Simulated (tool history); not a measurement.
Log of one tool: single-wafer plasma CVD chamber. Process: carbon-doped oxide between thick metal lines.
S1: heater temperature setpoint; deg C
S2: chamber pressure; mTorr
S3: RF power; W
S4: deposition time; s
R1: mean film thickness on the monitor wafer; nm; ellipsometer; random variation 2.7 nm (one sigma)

run	hour	S1	S2	S3	S4	R1
1	0	355	5810	485	162	757.51
2	8.7	356	5610	475	162	739.28
3	12.3	356	5610	475	162	740.57
4	16.5	357	5400	470	162	729.19
5	23.5	358	5200	465	162	707.53
6	24.7	363	5200	465	162	707.51

The next listed run, before its measurement:
7	29.3	364	5000	465	162	?

R1: 698.95 nm
